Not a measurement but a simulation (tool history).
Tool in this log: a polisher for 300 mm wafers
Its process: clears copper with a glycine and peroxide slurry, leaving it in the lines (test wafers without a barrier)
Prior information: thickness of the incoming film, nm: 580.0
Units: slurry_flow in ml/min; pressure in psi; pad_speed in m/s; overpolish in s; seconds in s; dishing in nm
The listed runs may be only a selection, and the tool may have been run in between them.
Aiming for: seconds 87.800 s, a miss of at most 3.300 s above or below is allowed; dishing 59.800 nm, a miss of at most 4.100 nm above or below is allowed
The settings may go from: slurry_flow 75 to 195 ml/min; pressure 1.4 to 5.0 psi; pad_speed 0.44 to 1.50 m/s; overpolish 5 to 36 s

| run | hour | slurry_flow | pressure | pad_speed | overpolish | seconds | dishing |
|---|---|---|---|---|---|---|---|
| 1 | 0.0 | 125 | 3.2 | 0.96 | 18 | 112.690 | 59.991 |
| 2 | 1.1 | 130 | 3.3 | 0.96 | 17 | 108.740 | 56.720 |
| 3 | 9.6 | 135 | 3.4 | 0.96 | 17 | 104.470 | 57.838 |
| 4 | 15.6 | 140 | 3.5 | 0.96 | 17 | 104.660 | 60.739 |
| 5 | 20.4 | 125 | 3.5 | 0.96 | 17 | 105.160 | 59.296 |
| 6 | 25.4 | 125 | 3.5 | 0.96 | 23 | 107.410 | 75.554 |
| 7 | 26.9 | 130 | 3.6 | 0.96 | 21 | 102.150 | 74.610 |
| 8 | 31.8 | 135 | 3.7 | 0.96 | 19 | 100.070 | 68.501 |
| 9 | 37.7 | 135 | 3.8 | 0.96 | 18 | 99.080 | 64.783 |
| 10 | 39.2 | 140 | 3.9 | 0.96 | 17 | 95.519 | 65.309 |
| 11 | 47.7 | 140 | 4.0 | 0.96 | 16 | 94.657 | 61.820 |
| 12 | 48.9 | 140 | 4.1 | 0.96 | 16 | 92.065 | 62.968 |

Consider the 4 candidate settings below. Which is the only one whose results all fall within their allowed miss of target?
| A | 50.1 | 130 | 3.7 | 1.10 | 18 | ? | ? |
| B | 50.1 | 110 | 3.4 | 1.16 | 16 | ? | ? |
| C | 50.1 | 130 | 4.6 | 0.86 | 16 | ? | ? |
| D | 50.1 | 115 | 4.4 | 1.04 | 14 | ? | ? |

| move | seconds | dishing |
|---|---|---|
| A | 91.693 | 72.822 |
| B | 96.984 | 62.927 |
| C | 94.726 | 65.125 |
| D | 87.273 | 62.092 |
A: misses by more than the last run did
B: misses by more than the last run did
C: misses by more than the last run did
D: all results land within tolerance of their targets
So the answer is move D, the one that meets all the targets.
